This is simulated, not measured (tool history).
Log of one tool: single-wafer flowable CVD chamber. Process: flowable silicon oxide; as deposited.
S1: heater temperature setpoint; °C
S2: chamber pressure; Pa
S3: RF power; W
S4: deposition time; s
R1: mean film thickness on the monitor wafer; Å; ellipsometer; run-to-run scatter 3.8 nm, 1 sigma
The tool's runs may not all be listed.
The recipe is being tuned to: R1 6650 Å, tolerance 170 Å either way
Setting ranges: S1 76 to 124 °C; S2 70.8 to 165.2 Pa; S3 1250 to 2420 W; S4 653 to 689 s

{"run": 1, "hour": 0.0, "S1": 100, "S2": 118, "S3": 1835, "S4": 689, "R1": 4495.6}
{"run": 2, "hour": 4.4, "S1": 100, "S2": 100.4, "S3": 1835, "S4": 689, "R1": 3910.5}
{"run": 3, "hour": 7.7, "S1": 97, "S2": 100.5, "S3": 1835, "S4": 689, "R1": 4254.2}
{"run": 4, "hour": 12.8, "S1": 97, "S2": 100.5, "S3": 1835, "S4": 653, "R1": 4006}
{"run": 5, "hour": 15.9, "S1": 97, "S2": 92.3, "S3": 1835, "S4": 653, "R1": 3741.6}
{"run": 6, "hour": 22.6, "S1": 93, "S2": 92.4, "S3": 1835, "S4": 653, "R1": 4256.2}
{"run": 7, "hour": 27.9, "S1": 90, "S2": 92.5, "S3": 1835, "S4": 653, "R1": 4724.1}
{"run": 8, "hour": 32.8, "S1": 88, "S2": 92.7, "S3": 1835, "S4": 653, "R1": 5000.8}
{"run": 9, "hour": 38.2, "S1": 77, "S2": 93.1, "S3": 1835, "S4": 653, "R1": 6856.5}

Which single option among these 5 for the next run brings every result within its allowed miss of target? Just one does.
{"run": "A", "hour": 43.6, "S1": 83, "S2": 108.4, "S3": 2030, "S4": 689, "R1": "?"}
{"run": "B", "hour": 43.6, "S1": 84, "S2": 113.2, "S3": 1950, "S4": 689, "R1": "?"}
{"run": "C", "hour": 43.6, "S1": 76, "S2": 92.5, "S3": 1740, "S4": 657, "R1": "?"}
{"run": "D", "hour": 43.6, "S1": 78, "S2": 92.1, "S3": 2055, "S4": 682, "R1": "?"}
{"run": "E", "hour": 43.6, "S1": 81, "S2": 107.2, "S3": 1520, "S4": 657, "R1": "?"}

move=A R1=7154.4
move=B R1=7168.6
move=C R1=6953
move=D R1=7077.3
move=E R1=6721.9
A: the biggest miss grows against the last run
B: the biggest miss grows against the last run
C: the biggest miss grows against the last run
D: the biggest miss grows against the last run
E: all results land within tolerance of their targets
E is the move that brings every result within its allowed miss.
